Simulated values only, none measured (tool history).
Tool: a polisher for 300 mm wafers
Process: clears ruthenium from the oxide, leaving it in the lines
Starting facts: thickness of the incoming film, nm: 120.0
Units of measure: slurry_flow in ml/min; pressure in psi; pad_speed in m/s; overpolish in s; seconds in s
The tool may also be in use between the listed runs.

run,hour,slurry_flow,pressure,pad_speed,overpolish,seconds
1,0.0,315,2.5,1.14,25,70.168
2,5.9,315,2.5,1.14,27,69.469
3,10.8,315,2.9,1.18,27,61.151
4,18.8,375,2.9,1.18,27,60.129
5,22.7,410,2.9,1.18,27,57.761
6,24.6,410,2.9,1.30,27,55.075

Expected results for the next run?
7,28.6,415,3.6,1.40,27,?

{"run 7": {"seconds": 42.923}}

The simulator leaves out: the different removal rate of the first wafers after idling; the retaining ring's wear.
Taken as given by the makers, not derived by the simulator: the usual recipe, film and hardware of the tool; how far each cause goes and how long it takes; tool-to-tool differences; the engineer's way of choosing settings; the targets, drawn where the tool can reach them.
